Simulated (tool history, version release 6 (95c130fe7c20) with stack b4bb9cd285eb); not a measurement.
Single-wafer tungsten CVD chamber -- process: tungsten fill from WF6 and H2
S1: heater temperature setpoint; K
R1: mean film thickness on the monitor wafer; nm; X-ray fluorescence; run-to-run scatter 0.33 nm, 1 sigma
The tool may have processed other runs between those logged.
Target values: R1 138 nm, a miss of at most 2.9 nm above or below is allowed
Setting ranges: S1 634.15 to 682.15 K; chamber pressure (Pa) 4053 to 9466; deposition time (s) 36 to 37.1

run 1 day=0 | S1=658.15 chamber_pressure_(Pa)=6759 deposition_time_(s)=36 | R1=86.458
run 2 day=0.121 | S1=658.15 chamber_pressure_(Pa)=6759 deposition_time_(s)=37.1 | R1=88.991
run 3 day=0.338 | S1=651.15 chamber_pressure_(Pa)=6759 deposition_time_(s)=37.1 | R1=78.446
run 4 day=0.421 | S1=660.15 chamber_pressure_(Pa)=6826 deposition_time_(s)=37.1 | R1=92.464
run 5 day=0.612 | S1=667.15 chamber_pressure_(Pa)=6906 deposition_time_(s)=37.1 | R1=105.26
run 6 day=0.842 | S1=667.15 chamber_pressure_(Pa)=5933 deposition_time_(s)=37.1 | R1=97.421
run 7 day=1.054 | S1=679.15 chamber_pressure_(Pa)=6733 deposition_time_(s)=37.1 | R1=127.27
run 8 day=1.158 | S1=680.15 chamber_pressure_(Pa)=6853 deposition_time_(s)=37.1 | R1=130.66
run 9 day=1.254 | S1=681.15 chamber_pressure_(Pa)=6946 deposition_time_(s)=37.1 | R1=133.38
run 10 day=1.354 | S1=681.15 chamber_pressure_(Pa)=7026 deposition_time_(s)=37.1 | R1=133.96

Exercise: of the 5 proposed moves below, exactly one satisfies all targets within the stated allowed misses. Which move is it?
run A day=1.454 | S1=681.15 chamber_pressure_(Pa)=7999 deposition_time_(s)=37.1 | R1=?
run B day=1.454 | S1=680.15 chamber_pressure_(Pa)=8973 deposition_time_(s)=36 | R1=?
run C day=1.454 | S1=682.15 chamber_pressure_(Pa)=8199 deposition_time_(s)=36.6 | R1=?
run D day=1.454 | S1=676.15 chamber_pressure_(Pa)=8719 deposition_time_(s)=37.1 | R1=?
run E day=1.454 | S1=680.15 chamber_pressure_(Pa)=8866 deposition_time_(s)=37.1 | R1=?

move=A R1=142.33
move=B R1=143.6
move=C R1=144.37
move=D R1=136.75
move=E R1=147.17
A: the result that was furthest off in the last run now lies on the other side of its target
B: the result that was furthest off in the last run now lies on the other side of its target
C: the result that was furthest off in the last run now lies on the other side of its target
D: each result inside its tolerance
E: the result that was furthest off in the last run now lies on the other side of its target
D is the move that brings every result within its allowed miss.

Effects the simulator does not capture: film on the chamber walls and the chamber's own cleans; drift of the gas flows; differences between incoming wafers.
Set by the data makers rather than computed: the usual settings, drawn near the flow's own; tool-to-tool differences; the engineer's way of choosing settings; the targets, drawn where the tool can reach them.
